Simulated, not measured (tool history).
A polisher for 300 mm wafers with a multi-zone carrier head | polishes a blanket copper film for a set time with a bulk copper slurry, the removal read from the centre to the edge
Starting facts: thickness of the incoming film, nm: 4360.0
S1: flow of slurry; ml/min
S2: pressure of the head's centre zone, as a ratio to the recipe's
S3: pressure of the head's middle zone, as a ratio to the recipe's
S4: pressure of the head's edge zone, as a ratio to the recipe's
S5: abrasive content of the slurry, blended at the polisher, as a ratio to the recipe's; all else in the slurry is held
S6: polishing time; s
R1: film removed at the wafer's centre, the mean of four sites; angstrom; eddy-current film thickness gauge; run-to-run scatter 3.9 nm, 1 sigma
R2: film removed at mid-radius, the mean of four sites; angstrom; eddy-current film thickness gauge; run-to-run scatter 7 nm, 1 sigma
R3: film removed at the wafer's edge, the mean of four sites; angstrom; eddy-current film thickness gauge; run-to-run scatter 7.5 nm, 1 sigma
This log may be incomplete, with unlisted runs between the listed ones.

run 1 hour=0 | S1=200 S2=1 S3=1 S4=1 S5=1 S6=55 | R1=5223.7 R2=4582.8 R3=4478
run 2 hour=3.1 | S1=205 S2=0.99 S3=1.02 S4=1.02 S5=1.05 S6=55 | R1=5231.2 R2=4803.2 R3=4687.4
run 3 hour=10.2 | S1=205 S2=0.99 S3=1.02 S4=1.02 S5=1.05 S6=43 | R1=4053.5 R2=3769.4 R3=3705.1
run 4 hour=13 | S1=215 S2=0.99 S3=1.04 S4=1.04 S5=1.1 S6=44 | R1=4253 R2=3943.4 R3=3824.2
-- hour=16.9 centre zone pressure recalibrated
run 5 hour=16.9 | S1=215 S2=0.99 S3=1.04 S4=0.96 S5=1.1 S6=44 | R1=3864.8 R2=3859.2 R3=3686.4
run 6 hour=18.3 | S1=215 S2=0.99 S3=1.04 S4=0.96 S5=1.3 S6=44 | R1=3979.4 R2=4009.1 R3=3814.3

For run 7, what comes out?
run 7 hour=26.7 | S1=220 S2=0.98 S3=1.06 S4=0.99 S5=1.35 S6=46 | R1=? R2=? R3=?

R1: 4189.7 angstrom
R2: 4424.8 angstrom
R3: 4177 angstrom
